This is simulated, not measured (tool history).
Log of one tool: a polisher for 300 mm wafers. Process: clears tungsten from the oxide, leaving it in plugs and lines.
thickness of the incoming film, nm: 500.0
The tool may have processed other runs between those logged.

| run | hour | flow of slurry (ml/min) | pressure of the wafer on the pad (kPa) | speed of the pad under the wafer (cm/s) | abrasive content of the slurry | overpolish time after the end point (s) | time until the end point was called (s) |
|---|---|---|---|---|---|---|---|
| 1 | 0.0 | 265 | 20.0 | 128 | 1.0 | 7 | 116.69 |
| 2 | 3.9 | 265 | 20.0 | 128 | 0.8 | 7 | 126.82 |
| 3 | 12.4 | 265 | 15.2 | 128 | 0.8 | 7 | 160.72 |
| 4 | 13.7 | 265 | 14.5 | 126 | 0.8 | 7 | 169.44 |
| 5 | 21.9 | 265 | 13.8 | 124 | 0.8 | 7 | 176.45 |
| 6 | 25.8 | 220 | 13.8 | 124 | 0.8 | 7 | 185.77 |
| 7 | 29.6 | 220 | 13.1 | 124 | 0.8 | 7 | 192.82 |
| 8 | 33.2 | 220 | 12.4 | 124 | 0.8 | 7 | 195.61 |
| 9 | 34.8 | 220 | 11.7 | 122 | 0.8 | 7 | 210.90 |

Estimate the outcome of run 10 from the log above:
| 10 | 41.0 | 220 | 9.0 | 116 | 0.8 | 7 | ? |

Run 10 measured time until the end point was called (s) 277.59.
